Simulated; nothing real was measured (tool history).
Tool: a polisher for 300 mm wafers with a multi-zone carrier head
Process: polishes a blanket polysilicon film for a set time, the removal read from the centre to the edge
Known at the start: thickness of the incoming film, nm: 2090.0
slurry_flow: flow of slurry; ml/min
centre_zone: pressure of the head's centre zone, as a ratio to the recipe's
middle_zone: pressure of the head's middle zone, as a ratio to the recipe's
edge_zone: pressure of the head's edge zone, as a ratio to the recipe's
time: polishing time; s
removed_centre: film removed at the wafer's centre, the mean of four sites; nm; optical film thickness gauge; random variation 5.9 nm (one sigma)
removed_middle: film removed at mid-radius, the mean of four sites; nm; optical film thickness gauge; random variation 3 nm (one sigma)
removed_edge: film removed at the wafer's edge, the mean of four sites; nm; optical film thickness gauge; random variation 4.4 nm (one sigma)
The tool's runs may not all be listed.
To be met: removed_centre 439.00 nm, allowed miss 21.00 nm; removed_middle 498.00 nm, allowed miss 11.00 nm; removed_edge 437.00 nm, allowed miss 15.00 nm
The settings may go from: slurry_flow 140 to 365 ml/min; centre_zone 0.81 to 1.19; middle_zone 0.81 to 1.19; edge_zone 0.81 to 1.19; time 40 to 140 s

run  hour  slurry_flow  centre_zone  middle_zone  edge_zone  time  removed_centre  removed_middle  removed_edge
  1   0.0          235         1.00         1.00       1.00    90          737.35          705.73        703.61
  2   1.2          235         0.98         1.01       0.97    83          656.42          651.51        643.72
  3   4.5          235         0.98         1.01       0.90    83          664.04          658.48        621.67
  4   8.1          275         0.98         1.01       0.90    83          666.12          661.18        632.54
  5  10.2          275         0.98         1.08       0.90    83          658.74          696.97        641.81
  6  13.2          220         0.98         1.08       0.90    83          644.16          677.27        624.98
  7  20.1          215         0.97         1.09       0.88    78          604.98          647.53        586.45
  8  24.8          210         0.96         1.09       0.87    74          549.83          607.45        545.54
  9  33.4          200         0.96         1.09       0.86    72          543.62          592.38        525.27
 10  40.1          190         0.95         1.08       0.85    70          532.62          566.68        506.62
 11  43.9          185         0.93         1.08       0.84    68          496.32          549.46        485.14
 12  50.4          170         0.90         1.06       0.81    60          431.94          477.66        427.11
 13  56.3          175         0.90         1.07       0.81    60          414.20          484.80        426.07
 14  59.9          180         0.91         1.07       0.81    60          432.78          481.86        421.85

Which of these 4 next moves meets every target?
  A  63.5          175         0.97         1.12       0.81    58               ?               ?             ?
  B  63.5          265         0.97         1.15       0.81    55               ?               ?             ?
  C  63.5          145         0.91         1.09       0.81    62               ?               ?             ?
  D  63.5          170         0.95         1.06       0.81    58               ?               ?             ?

move  removed_centre  removed_middle  removed_edge
   A          440.66          477.83        411.56
   B          433.07          476.37        399.65
   C          434.29          494.20        435.24
   D          430.25          459.46        411.12
A: further off than the last run
B: further off than the last run
C: meets every target
D: further off than the last run
Answer: C

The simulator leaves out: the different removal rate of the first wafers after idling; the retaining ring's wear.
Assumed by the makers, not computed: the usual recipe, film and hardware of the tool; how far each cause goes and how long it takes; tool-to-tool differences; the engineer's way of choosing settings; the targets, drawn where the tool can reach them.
